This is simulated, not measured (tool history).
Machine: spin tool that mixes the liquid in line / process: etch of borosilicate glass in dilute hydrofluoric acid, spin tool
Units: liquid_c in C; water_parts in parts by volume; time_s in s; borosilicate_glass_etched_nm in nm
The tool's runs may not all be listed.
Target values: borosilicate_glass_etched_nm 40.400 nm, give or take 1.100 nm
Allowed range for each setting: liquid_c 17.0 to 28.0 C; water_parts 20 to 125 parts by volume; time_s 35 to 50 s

Run 1, hour 0.0: liquid_c 20.0 C, water_parts 70 parts by volume, time_s 50 s. Result: borosilicate_glass_etched_nm 24.655 nm.
Run 2, hour 4.1: liquid_c 21.0 C, water_parts 70 parts by volume, time_s 50 s. Result: borosilicate_glass_etched_nm 25.247 nm.
Run 3, hour 10.4: liquid_c 21.0 C, water_parts 90 parts by volume, time_s 50 s. Result: borosilicate_glass_etched_nm 18.969 nm.
Run 4, hour 14.2: liquid_c 22.0 C, water_parts 85 parts by volume, time_s 50 s. Result: borosilicate_glass_etched_nm 21.241 nm.
Run 5, hour 23.1: liquid_c 22.0 C, water_parts 85 parts by volume, time_s 50 s. Result: borosilicate_glass_etched_nm 21.093 nm.
Run 6, hour 24.7: liquid_c 23.0 C, water_parts 80 parts by volume, time_s 50 s. Result: borosilicate_glass_etched_nm 23.497 nm.
Run 7, hour 31.7: liquid_c 23.5 C, water_parts 75 parts by volume, time_s 50 s. Result: borosilicate_glass_etched_nm 26.302 nm.
Run 8, hour 39.4: liquid_c 24.0 C, water_parts 70 parts by volume, time_s 50 s. Result: borosilicate_glass_etched_nm 28.532 nm.
Run 9, hour 40.4: liquid_c 24.5 C, water_parts 70 parts by volume, time_s 50 s. Result: borosilicate_glass_etched_nm 28.649 nm.
Run 10, hour 41.4: liquid_c 25.0 C, water_parts 65 parts by volume, time_s 50 s. Result: borosilicate_glass_etched_nm 32.291 nm.
Run 11, hour 48.7: liquid_c 25.5 C, water_parts 65 parts by volume, time_s 50 s. Result: borosilicate_glass_etched_nm 32.853 nm.
Run 12, hour 54.9: liquid_c 25.5 C, water_parts 65 parts by volume, time_s 50 s. Result: borosilicate_glass_etched_nm 32.930 nm.
Run 13, hour 60.0: liquid_c 26.0 C, water_parts 65 parts by volume, time_s 50 s. Result: borosilicate_glass_etched_nm 33.224 nm.
Run 14, hour 61.2: liquid_c 26.5 C, water_parts 65 parts by volume, time_s 50 s. Result: borosilicate_glass_etched_nm 34.233 nm.
Run 15, hour 65.5: liquid_c 26.5 C, water_parts 65 parts by volume, time_s 50 s. Result: borosilicate_glass_etched_nm 34.220 nm.
Run 16, hour 67.9: liquid_c 27.5 C, water_parts 60 parts by volume, time_s 50 s. Result: borosilicate_glass_etched_nm 38.940 nm.

Consider the 4 candidate settings below. Which is the only one whose results all fall within their allowed miss of target?
Run A, hour 70.3: liquid_c 28.0 C, water_parts 65 parts by volume, time_s 50 s. Result: borosilicate_glass_etched_nm ?.
Run B, hour 70.3: liquid_c 27.0 C, water_parts 60 parts by volume, time_s 50 s. Result: borosilicate_glass_etched_nm ?.
Run C, hour 70.3: liquid_c 25.0 C, water_parts 45 parts by volume, time_s 40 s. Result: borosilicate_glass_etched_nm ?.
Run D, hour 70.3: liquid_c 26.0 C, water_parts 55 parts by volume, time_s 50 s. Result: borosilicate_glass_etched_nm ?.

move  borosilicate_glass_etched_nm
   A                        36.602
   B                        38.384
   C                        38.558
   D                        40.510
A: lands further from the targets than the last run did
B: lands further from the targets than the last run did
C: lands further from the targets than the last run did
D: each result inside its tolerance
Go with D: it meets all targets.

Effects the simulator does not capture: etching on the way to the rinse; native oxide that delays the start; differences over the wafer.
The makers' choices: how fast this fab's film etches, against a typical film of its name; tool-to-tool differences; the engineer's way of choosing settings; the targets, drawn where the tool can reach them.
